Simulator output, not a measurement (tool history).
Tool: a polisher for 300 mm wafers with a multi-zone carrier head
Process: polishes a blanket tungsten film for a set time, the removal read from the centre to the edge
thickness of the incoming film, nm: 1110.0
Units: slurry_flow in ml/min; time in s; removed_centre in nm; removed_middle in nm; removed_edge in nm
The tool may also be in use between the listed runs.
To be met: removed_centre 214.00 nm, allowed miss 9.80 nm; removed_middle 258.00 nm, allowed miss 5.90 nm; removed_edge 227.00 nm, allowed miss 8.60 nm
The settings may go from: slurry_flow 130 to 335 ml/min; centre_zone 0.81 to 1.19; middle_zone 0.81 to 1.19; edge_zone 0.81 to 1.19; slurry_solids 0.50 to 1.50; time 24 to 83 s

run  hour  slurry_flow  centre_zone  middle_zone  edge_zone  slurry_solids  time  removed_centre  removed_middle  removed_edge
  1   0.0          215         1.00         1.00       1.00           1.00    53          224.75          220.15        232.24
  2   5.8          215         1.00         1.00       1.00           1.00    62          265.57          260.20        266.92
  3  11.0          215         1.00         1.05       1.00           1.00    62          255.93          269.09        273.16
  4  16.9          215         0.99         1.07       0.95           0.90    62          253.38          267.49        252.29
  5  25.4          215         0.99         1.07       1.03           0.90    62          255.53          268.21        258.34
  6  29.4          215         1.05         1.07       1.03           0.90    62          270.30          269.36        262.23
  7  31.5          205         1.00         1.08       1.01           0.85    62          252.63          264.43        253.17
  8  34.5          195         0.97         1.09       0.99           0.80    62          240.01          256.48        245.49
  9  35.8          195         0.95         1.11       0.97           0.75    62          225.40          261.83        238.35
 10  44.0          190         0.95         1.11       0.96           0.75    62          229.59          258.12        240.23

4 next moves are on the table. One of them brings every result within its allowed miss. Which?
  A  52.2          180         0.95         1.06       0.98           0.80    64               ?               ?             ?
  B  52.2          155         0.95         1.12       0.96           1.00    56               ?               ?             ?
  C  52.2          185         1.09         1.11       0.90           0.65    63               ?               ?             ?
  D  52.2          200         0.93         1.17       0.95           0.80    58               ?               ?             ?

move  removed_centre  removed_middle  removed_edge
   A          236.45          259.82        247.73
   B          211.77          244.71        222.28
   C          255.18          253.54        223.95
   D          214.18          261.00        224.19
A: further off than the last run
B: brings the result that was furthest off to its target, and leaves another outside
C: further off than the last run
D: meets every target
Move D is the one to make.

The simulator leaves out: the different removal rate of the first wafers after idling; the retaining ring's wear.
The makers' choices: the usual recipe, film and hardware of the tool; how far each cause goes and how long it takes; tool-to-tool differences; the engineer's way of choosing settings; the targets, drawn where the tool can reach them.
